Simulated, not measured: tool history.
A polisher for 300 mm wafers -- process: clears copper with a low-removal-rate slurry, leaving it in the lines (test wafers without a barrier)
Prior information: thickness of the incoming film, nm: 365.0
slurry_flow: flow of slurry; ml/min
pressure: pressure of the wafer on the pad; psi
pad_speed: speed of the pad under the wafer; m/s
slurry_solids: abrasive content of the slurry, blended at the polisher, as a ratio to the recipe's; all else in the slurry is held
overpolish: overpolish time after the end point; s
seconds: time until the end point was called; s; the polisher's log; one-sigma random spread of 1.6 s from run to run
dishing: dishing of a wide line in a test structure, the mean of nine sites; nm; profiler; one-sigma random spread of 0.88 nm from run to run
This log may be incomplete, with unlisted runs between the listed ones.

| run | hour | slurry_flow | pressure | pad_speed | slurry_solids | overpolish | seconds | dishing |
|---|---|---|---|---|---|---|---|---|
| 1 | 0.0 | 295 | 2.7 | 1.12 | 1.0 | 13 | 103.10 | 31.838 |
| 2 | 0.9 | 295 | 2.3 | 1.12 | 1.0 | 13 | 120.57 | 26.412 |
| 3 | 6.2 | 295 | 2.2 | 1.12 | 1.0 | 14 | 124.83 | 27.837 |
| 4 | 8.7 | 295 | 2.1 | 1.12 | 1.0 | 15 | 133.23 | 28.420 |
| 5 | 9.3 | 345 | 2.1 | 1.12 | 1.0 | 15 | 125.69 | 27.980 |
| 6 | 14.1 | 345 | 2.1 | 1.12 | 1.0 | 12 | 129.94 | 23.206 |
| 7 | 22.0 | 340 | 2.0 | 1.12 | 1.0 | 14 | 135.66 | 26.148 |
| 8 | 27.4 | 340 | 1.9 | 1.12 | 1.0 | 15 | 143.77 | 26.452 |
| 9 | 32.7 | 340 | 1.9 | 1.12 | 1.0 | 16 | 143.10 | 27.682 |
| 10 | 41.6 | 340 | 1.9 | 1.12 | 1.0 | 17 | 141.73 | 30.311 |
| 11 | 42.2 | 335 | 1.9 | 1.12 | 1.0 | 18 | 138.78 | 31.484 |
| 12 | 49.9 | 340 | 1.5 | 1.10 | 1.0 | 23 | 179.59 | 29.959 |
| 13 | 52.1 | 345 | 1.5 | 1.10 | 1.0 | 23 | 181.36 | 30.629 |
| 14 | 55.7 | 345 | 1.6 | 1.10 | 1.0 | 23 | 167.63 | 32.936 |
| 15 | 56.4 | 350 | 1.6 | 1.10 | 1.0 | 23 | 171.90 | 33.614 |

Run 16 has not been measured yet. What should we expect?
| 16 | 64.6 | 360 | 1.7 | 1.10 | 1.0 | 22 | ? | ? |

Run 16 came out at seconds 161.46 s, dishing 32.786 nm.
